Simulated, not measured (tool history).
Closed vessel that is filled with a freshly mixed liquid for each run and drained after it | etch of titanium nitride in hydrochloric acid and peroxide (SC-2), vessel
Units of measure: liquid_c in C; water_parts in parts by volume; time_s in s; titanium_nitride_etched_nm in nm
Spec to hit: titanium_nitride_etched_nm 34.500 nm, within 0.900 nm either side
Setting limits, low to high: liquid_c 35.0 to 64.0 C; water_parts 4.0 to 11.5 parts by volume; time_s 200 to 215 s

run,hour,liquid_c,water_parts,time_s,titanium_nitride_etched_nm
1,0.0,48.0,6.5,200,10.101
2,8.9,52.5,6.0,200,14.478
3,10.2,56.0,6.0,200,18.035
4,18.1,58.5,5.5,200,23.183
5,20.9,64.0,5.5,200,32.250
6,23.8,60.0,5.5,200,25.278
7,29.8,61.0,5.5,200,26.841
8,36.6,62.0,5.5,200,28.315
9,38.4,62.5,5.5,200,29.258
10,44.1,63.0,5.5,200,30.116
11,49.7,63.5,5.5,200,31.279

Which one of the following 5 next-run settings gets every result inside its allowed miss? There is exactly one.
A,55.3,62.5,6.5,205,?
B,55.3,61.5,4.0,200,?
C,55.3,63.0,5.0,200,?
D,55.3,64.0,6.0,215,?
E,55.3,64.0,5.0,215,?

move,titanium_nitride_etched_nm
A,26.355
B,34.236
C,32.201
D,32.208
E,36.809
A: misses by more than the last run did
B: in spec on every target
C: closer than the last run, but not yet in spec
D: closer than the last run, but not yet in spec
E: moves the result that the last run missed by most past its target, out the other side
The move that meets every target is B.
